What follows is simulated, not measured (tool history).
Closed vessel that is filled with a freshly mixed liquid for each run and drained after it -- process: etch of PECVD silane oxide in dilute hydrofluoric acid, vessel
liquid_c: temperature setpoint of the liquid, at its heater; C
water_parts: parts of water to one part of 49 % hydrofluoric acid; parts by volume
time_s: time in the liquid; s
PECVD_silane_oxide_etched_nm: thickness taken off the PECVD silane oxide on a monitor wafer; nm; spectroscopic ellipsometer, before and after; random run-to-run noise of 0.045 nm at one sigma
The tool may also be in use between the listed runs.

| run | hour | liquid_c | water_parts | time_s | PECVD_silane_oxide_etched_nm |
|---|---|---|---|---|---|
| 1 | 0 | 24 | 220 | 225 | 14.921 |
| 2 | 7 | 22 | 235 | 225 | 12.848 |
| 3 | 10.6 | 20.5 | 245 | 225 | 11.427 |
| 4 | 12 | 23.5 | 245 | 225 | 12.795 |
| 5 | 13.6 | 23.5 | 245 | 225 | 12.775 |
| 6 | 21.7 | 23.5 | 245 | 225 | 12.958 |
| 7 | 25.4 | 22 | 250 | 225 | 11.856 |
| 8 | 33.5 | 20.5 | 255 | 225 | 10.973 |
| 9 | 38.8 | 19.5 | 260 | 225 | 10.323 |
| 10 | 40.9 | 19 | 265 | 225 | 9.9112 |

What does the tool deliver on the next run?
| 11 | 44 | 18.5 | 265 | 225 | ? |

Run 11 gave PECVD_silane_oxide_etched_nm 9.6247 nm.
